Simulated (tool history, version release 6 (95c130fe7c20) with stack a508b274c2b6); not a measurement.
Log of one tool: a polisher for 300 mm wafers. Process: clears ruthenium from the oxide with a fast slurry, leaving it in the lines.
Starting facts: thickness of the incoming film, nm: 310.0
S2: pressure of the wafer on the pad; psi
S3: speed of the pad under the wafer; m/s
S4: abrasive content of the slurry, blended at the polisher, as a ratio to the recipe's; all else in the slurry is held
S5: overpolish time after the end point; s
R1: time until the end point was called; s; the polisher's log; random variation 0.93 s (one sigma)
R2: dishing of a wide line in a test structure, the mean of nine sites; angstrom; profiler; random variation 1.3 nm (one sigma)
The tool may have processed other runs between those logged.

Run 1, hour 0.0: flow of slurry (ml/min) 220, S2 2.9 psi, S3 1.18 m/s, S4 1.0, S5 11 s. Result: R1 71.248 s, R2 447.30 angstrom.
Run 2, hour 8.6: flow of slurry (ml/min) 220, S2 2.8 psi, S3 1.18 m/s, S4 1.0, S5 12 s. Result: R1 73.495 s, R2 477.98 angstrom.
Run 3, hour 10.9: flow of slurry (ml/min) 220, S2 2.7 psi, S3 1.18 m/s, S4 1.0, S5 12 s. Result: R1 76.533 s, R2 455.82 angstrom.
Run 4, hour 14.4: flow of slurry (ml/min) 220, S2 2.7 psi, S3 1.18 m/s, S4 1.0, S5 10 s. Result: R1 76.143 s, R2 391.16 angstrom.
Run 5, hour 22.8: flow of slurry (ml/min) 195, S2 2.7 psi, S3 1.18 m/s, S4 1.0, S5 10 s. Result: R1 77.859 s, R2 385.57 angstrom.
Run 6, hour 29.8: flow of slurry (ml/min) 195, S2 2.6 psi, S3 1.18 m/s, S4 1.0, S5 11 s. Result: R1 80.702 s, R2 393.60 angstrom.
Run 7, hour 36.1: flow of slurry (ml/min) 195, S2 2.5 psi, S3 1.18 m/s, S4 1.0, S5 12 s. Result: R1 82.277 s, R2 408.46 angstrom.
Run 8, hour 44.7: flow of slurry (ml/min) 195, S2 2.4 psi, S3 1.18 m/s, S4 1.0, S5 13 s. Result: R1 87.174 s, R2 413.59 angstrom.

The next listed run, before its measurement:
Run 9, hour 50.7: flow of slurry (ml/min) 195, S2 2.4 psi, S3 1.18 m/s, S4 1.0, S5 14 s. Result: R1 ?, R2 ?.

Run 9 yielded R1 85.746 s, R2 485.52 angstrom.

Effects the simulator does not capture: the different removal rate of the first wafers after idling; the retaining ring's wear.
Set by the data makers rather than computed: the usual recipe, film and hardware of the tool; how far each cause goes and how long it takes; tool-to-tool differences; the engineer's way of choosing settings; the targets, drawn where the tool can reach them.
